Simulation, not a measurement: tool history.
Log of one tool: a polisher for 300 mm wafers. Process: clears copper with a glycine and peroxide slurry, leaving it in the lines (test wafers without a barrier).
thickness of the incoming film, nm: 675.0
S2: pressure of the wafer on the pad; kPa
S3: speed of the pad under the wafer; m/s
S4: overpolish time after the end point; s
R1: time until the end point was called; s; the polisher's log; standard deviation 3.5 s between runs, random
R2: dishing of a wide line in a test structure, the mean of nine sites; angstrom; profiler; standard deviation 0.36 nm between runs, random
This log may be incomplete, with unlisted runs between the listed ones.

run 1 hour=0 | flow_of_slurry_(ml/min)=195 S2=11.7 S3=1.08 S4=21 | R1=201.41 R2=306.36
run 2 hour=3.5 | flow_of_slurry_(ml/min)=190 S2=9.7 S3=1 S4=25 | R1=235.8 R2=311.55
run 3 hour=9.5 | flow_of_slurry_(ml/min)=190 S2=9.7 S3=1.26 S4=25 | R1=198.34 R2=331.85
run 4 hour=12.1 | flow_of_slurry_(ml/min)=190 S2=9.7 S3=1.1 S4=25 | R1=219.83 R2=322.76
run 5 hour=18.2 | flow_of_slurry_(ml/min)=190 S2=9.7 S3=1.26 S4=25 | R1=201.07 R2=332.73
run 6 hour=27.1 | flow_of_slurry_(ml/min)=180 S2=8.3 S3=1.06 S4=28 | R1=239.84 R2=324.72
-- hour=34.1 slurry nozzle cleaned
run 7 hour=34.1 | flow_of_slurry_(ml/min)=180 S2=7.6 S3=0.9 S4=31 | R1=255.29 R2=337.16

Run 8 comes next. What will it give?
run 8 hour=36.7 | flow_of_slurry_(ml/min)=160 S2=6.9 S3=0.76 S4=32 | R1=? R2=?

{"run 8": {"R1": 300.06, "R2": 323.2}}
